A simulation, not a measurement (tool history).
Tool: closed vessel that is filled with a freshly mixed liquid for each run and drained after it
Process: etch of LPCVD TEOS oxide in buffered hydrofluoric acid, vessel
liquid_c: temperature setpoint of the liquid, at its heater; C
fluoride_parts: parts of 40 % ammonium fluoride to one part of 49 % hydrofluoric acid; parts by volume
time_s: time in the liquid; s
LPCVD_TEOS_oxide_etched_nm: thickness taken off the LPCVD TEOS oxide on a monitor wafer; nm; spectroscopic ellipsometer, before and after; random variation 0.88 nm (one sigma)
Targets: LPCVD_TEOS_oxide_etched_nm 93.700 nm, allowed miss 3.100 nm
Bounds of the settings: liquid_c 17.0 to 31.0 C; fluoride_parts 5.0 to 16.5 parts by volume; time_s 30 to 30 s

run,hour,liquid_c,fluoride_parts,time_s,LPCVD_TEOS_oxide_etched_nm
1,0.0,23.0,10.0,30,43.683
2,4.8,23.0,11.0,30,39.403
3,10.0,21.0,11.0,30,36.301
4,19.2,18.5,11.0,30,31.177
5,25.5,21.5,11.0,30,37.400
6,33.6,21.5,8.5,30,46.307
7,41.7,23.0,8.0,30,53.139
8,49.6,24.5,7.5,30,61.605
9,50.7,28.5,7.0,30,83.309
10,52.7,29.0,7.0,30,85.678

Which of these 4 next moves meets every target?
A,54.7,28.0,6.0,30,?
B,54.7,28.5,7.0,30,?
C,54.7,28.0,5.5,30,?
D,54.7,29.5,7.0,30,?

move,LPCVD_TEOS_oxide_etched_nm
A,91.959
B,82.632
C,98.983
D,87.102
A: meets every target
B: further off than the last run
C: takes the result that was furthest off past its target
D: nearer than the last run, and not there yet
The right move is A.
